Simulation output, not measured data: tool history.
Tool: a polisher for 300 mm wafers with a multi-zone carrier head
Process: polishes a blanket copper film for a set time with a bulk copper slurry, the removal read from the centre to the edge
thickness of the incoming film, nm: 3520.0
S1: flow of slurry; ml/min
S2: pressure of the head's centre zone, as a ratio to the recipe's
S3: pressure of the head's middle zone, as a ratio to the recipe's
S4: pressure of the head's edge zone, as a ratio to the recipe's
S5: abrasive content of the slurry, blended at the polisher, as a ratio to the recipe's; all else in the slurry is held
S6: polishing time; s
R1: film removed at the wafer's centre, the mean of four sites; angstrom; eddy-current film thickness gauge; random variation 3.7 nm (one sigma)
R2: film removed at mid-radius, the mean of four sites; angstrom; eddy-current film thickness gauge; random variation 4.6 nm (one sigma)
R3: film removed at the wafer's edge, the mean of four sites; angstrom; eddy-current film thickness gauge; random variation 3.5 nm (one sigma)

| run | hour | S1 | S2 | S3 | S4 | S5 | S6 | R1 | R2 | R3 |
|---|---|---|---|---|---|---|---|---|---|---|
| 1 | 0.0 | 205 | 1.00 | 1.00 | 1.00 | 1.00 | 86 | 6027.1 | 5858.9 | 5818.9 |
| 2 | 3.4 | 205 | 1.00 | 1.05 | 1.00 | 1.00 | 86 | 6027.6 | 6169.4 | 5769.9 |
| 3 | 5.5 | 205 | 1.00 | 0.97 | 1.00 | 1.00 | 86 | 6114.3 | 5936.2 | 5728.5 |
| 4 | 7.9 | 195 | 1.00 | 0.95 | 1.03 | 0.95 | 82 | 5626.8 | 5191.8 | 5497.2 |
| 5 | 11.1 | 195 | 1.00 | 0.95 | 1.03 | 0.95 | 96 | 6576.7 | 6096.2 | 6366.0 |
| 6 | 20.1 | 220 | 1.00 | 0.95 | 1.03 | 0.95 | 96 | 6686.6 | 6281.8 | 6559.2 |

The next listed run, before its measurement:
| 7 | 21.6 | 210 | 0.99 | 0.93 | 1.02 | 0.90 | 92 | ? | ? | ? |

R1: 6115.1 angstrom
R2: 5940.8 angstrom
R3: 6038.1 angstrom
